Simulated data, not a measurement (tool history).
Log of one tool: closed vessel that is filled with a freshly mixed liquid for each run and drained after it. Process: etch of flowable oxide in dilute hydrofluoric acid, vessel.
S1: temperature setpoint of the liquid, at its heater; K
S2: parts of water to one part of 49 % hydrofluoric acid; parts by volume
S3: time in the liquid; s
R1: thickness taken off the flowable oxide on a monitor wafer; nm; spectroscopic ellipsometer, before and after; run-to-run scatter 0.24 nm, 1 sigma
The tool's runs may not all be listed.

run	hour	S1	S2	S3	R1
1	0.0	298.15	265	100	17.158
2	6.9	299.65	240	100	20.631
3	8.5	299.65	175	100	30.370
4	9.6	301.15	170	100	33.002
5	17.7	298.15	170	100	29.431
# hour 24.4: hydrofluoric acid flow meter replaced
6	24.4	299.65	170	100	28.063
7	25.9	301.15	165	100	30.538
8	32.0	301.65	155	100	33.910

What does the tool deliver on the next run?
9	38.6	302.65	150	100	?

{"run 9": {"R1": 36.089}}

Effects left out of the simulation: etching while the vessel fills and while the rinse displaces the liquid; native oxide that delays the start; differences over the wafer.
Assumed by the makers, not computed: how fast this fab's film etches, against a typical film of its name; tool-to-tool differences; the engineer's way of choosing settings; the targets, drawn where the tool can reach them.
